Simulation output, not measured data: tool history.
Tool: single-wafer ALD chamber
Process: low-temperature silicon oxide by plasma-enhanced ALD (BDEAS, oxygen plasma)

run,hour,heater temperature setpoint (deg C),number of ALD cycles (cycles),mean film thickness on the monitor wafer (Å)
1,0,90,66,100.03
2,3.5,84,67,104.23
3,7.3,79,67,105.94
4,15.5,70,67,109.56
5,21.5,70,76,123.94
6,26,75,76,121.5
7,34.4,79,76,119.88
8,36.8,82,76,119.35
9,45,85,76,117.89
10,46,87,76,116.71

The next listed run, before its measurement:
11,55,89,76,?

{"run 11": {"mean film thickness on the monitor wafer (Å)": 116.47}}
